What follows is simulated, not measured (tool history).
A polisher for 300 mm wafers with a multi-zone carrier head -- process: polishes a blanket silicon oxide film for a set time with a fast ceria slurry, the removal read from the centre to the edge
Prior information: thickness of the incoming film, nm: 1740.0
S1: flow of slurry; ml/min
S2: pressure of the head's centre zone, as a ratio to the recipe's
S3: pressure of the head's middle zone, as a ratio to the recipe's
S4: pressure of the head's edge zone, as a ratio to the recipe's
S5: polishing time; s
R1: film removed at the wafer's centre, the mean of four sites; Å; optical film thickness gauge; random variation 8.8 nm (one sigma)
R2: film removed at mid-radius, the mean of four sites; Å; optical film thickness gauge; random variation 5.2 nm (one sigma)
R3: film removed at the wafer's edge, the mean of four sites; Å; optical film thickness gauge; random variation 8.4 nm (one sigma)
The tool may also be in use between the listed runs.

run  hour   S1    S2    S3    S4  S5      R1      R2      R3
  1   0.0  315  1.00  1.00  1.00  35  5693.5  5950.9  5674.0
  2   3.5  315  1.00  0.94  1.00  35  5770.3  5616.3  5720.3
  3   4.1  315  0.95  0.94  1.00  35  5582.8  5592.6  5672.7
  4   8.0  325  1.00  0.97  1.03  36  5860.0  5974.6  5987.4
  5  16.0  325  1.00  0.97  1.03  33  5466.4  5452.5  5431.9
  6  16.6  330  1.04  0.99  1.05  35  5979.3  6001.8  5845.0
  7  22.8  335  1.06  1.00  1.08  36  6057.4  6073.2  6041.2
  8  28.6  340  1.08  1.01  1.09  37  6436.2  6382.4  6301.0
  9  31.9  345  1.09  1.02  1.10  37  6435.1  6540.0  6320.6
 10  37.4  355  1.10  1.02  1.11  37  6439.5  6396.1  6410.8
 11  42.2  360  1.12  1.04  1.11  37  6594.2  6647.0  6407.1
 12  42.8  365  1.13  1.05  1.12  37  6631.0  6582.3  6389.9
 13  43.5  365  1.14  1.06  1.13  37  6713.6  6706.0  6397.4
 14  48.0  370  1.14  1.06  1.14  37  6676.5  6613.8  6408.6

Run 15, settings as shown, results not yet in. Your forecast:
 15  51.2  370  1.14  1.07  1.15  37   ?   ?   ?

{"run 15": {"R1": 6588.4, "R2": 6747.3, "R3": 6546.2}}
